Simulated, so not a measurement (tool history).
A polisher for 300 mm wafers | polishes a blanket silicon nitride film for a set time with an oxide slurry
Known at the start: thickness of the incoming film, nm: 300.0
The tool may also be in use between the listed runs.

| run | hour | flow of slurry (ml/min) | pressure of the wafer on the pad (psi) | speed of the pad under the wafer (m/s) | abrasive content of the slurry | polishing time (s) | film removed (nm) |
|---|---|---|---|---|---|---|---|
| 1 | 0 | 210 | 4.7 | 1.2 | 1 | 58 | 58.281 |
| 2 | 8.2 | 210 | 4.7 | 0.96 | 1 | 58 | 49.672 |
| 3 | 10.5 | 210 | 4.6 | 0.96 | 1 | 58 | 47.245 |
| 4 | 13.8 | 210 | 4.5 | 0.96 | 1 | 58 | 46.993 |
| 5 | 19.2 | 265 | 4.5 | 0.96 | 1 | 58 | 48.274 |
| 6 | 23.6 | 265 | 4.5 | 0.96 | 1 | 61 | 51.239 |
| 7 | 25.4 | 265 | 4.4 | 0.96 | 1 | 61 | 49.93 |

The next listed run, before its measurement:
| 8 | 29.4 | 265 | 4.4 | 0.96 | 1 | 61 | ? |

{"run 8": {"film removed (nm)": 49.63}}
